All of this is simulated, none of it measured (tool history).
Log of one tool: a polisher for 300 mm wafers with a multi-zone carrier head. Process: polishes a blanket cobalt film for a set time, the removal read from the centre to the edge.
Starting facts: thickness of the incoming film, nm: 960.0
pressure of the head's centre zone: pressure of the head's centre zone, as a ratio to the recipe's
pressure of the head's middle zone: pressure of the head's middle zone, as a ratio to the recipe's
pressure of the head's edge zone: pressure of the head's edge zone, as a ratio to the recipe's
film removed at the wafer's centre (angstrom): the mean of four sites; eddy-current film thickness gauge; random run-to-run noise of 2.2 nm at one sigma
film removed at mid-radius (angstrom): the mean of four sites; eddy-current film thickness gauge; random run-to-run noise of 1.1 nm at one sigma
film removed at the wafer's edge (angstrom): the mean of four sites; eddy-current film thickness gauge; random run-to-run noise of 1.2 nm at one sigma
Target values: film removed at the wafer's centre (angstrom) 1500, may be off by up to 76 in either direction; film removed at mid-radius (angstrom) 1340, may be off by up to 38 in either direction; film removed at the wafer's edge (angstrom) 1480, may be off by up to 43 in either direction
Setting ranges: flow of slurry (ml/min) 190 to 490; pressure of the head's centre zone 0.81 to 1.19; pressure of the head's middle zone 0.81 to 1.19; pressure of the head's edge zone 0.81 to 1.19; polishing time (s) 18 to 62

run  hour  flow of slurry (ml/min)  pressure of the head's centre zone  pressure of the head's middle zone  pressure of the head's edge zone  polishing time (s)  film removed at the wafer's centre (angstrom)  film removed at mid-radius (angstrom)  film removed at the wafer's edge (angstrom)
  1     0                      315                                   1                                   1                                 1                  40                                         2419.9                                 2326.7                                       2322.1
  2   7.8                      315                                   1                                   1                              1.06                  40                                         2339.6                                 2331.9                                       2367.2
  3   9.4                      310                                0.98                                0.96                              1.02                  34                                         1959.3                                 1906.6                                       1957.7
  4  13.6                      300                                0.96                                0.91                              0.99                  32                                         1802.5                                 1698.9                                       1849.5
  5  19.1                      300                                0.91                                0.91                              0.99                  32                                         1723.4                                   1688                                       1839.5
  6  21.9                      300                                0.92                                0.89                              0.95                  30                                         1606.8                                 1560.7                                       1699.5
  7  28.3                      300                                0.94                                0.87                              0.91                  29                                         1593.3                                 1470.8                                       1587.6
  8  35.5                      295                                0.93                                0.85                              0.89                  29                                         1583.8                                 1450.5                                       1569.5
  9  40.9                      275                                0.92                                0.81                              0.86                  27                                         1490.7                                 1281.5                                       1438.6

Next run, 4 choices. One meets every target within its allowed miss, the rest don't. Which?
  A  46.3                      265                                0.97                                0.86                              0.92                  27                                              ?                                      ?                                            ?
  B  46.3                      265                                0.93                                0.81                              0.91                  27                                              ?                                      ?                                            ?
  C  46.3                      305                                   1                                0.82                              0.94                  26                                              ?                                      ?                                            ?
  D  46.3                      220                                0.95                                0.96                              0.83                  27                                              ?                                      ?                                            ?

move  film removed at the wafer's centre (angstrom)  film removed at mid-radius (angstrom)  film removed at the wafer's edge (angstrom)
   A                                         1483.9                                 1357.5                                       1487.6
   B                                         1422.1                                 1292.8                                       1481.4
   C                                         1499.5                                 1277.5                                       1465.2
   D                                         1412.4                                 1449.3                                       1392.5
A: every result lands within tolerance
B: closes in on the targets versus the last run, not all within tolerance yet
C: moves away from the targets compared with the last run
D: pushes the last run's worst result past its target
So the answer is move A, the one that meets all the targets.

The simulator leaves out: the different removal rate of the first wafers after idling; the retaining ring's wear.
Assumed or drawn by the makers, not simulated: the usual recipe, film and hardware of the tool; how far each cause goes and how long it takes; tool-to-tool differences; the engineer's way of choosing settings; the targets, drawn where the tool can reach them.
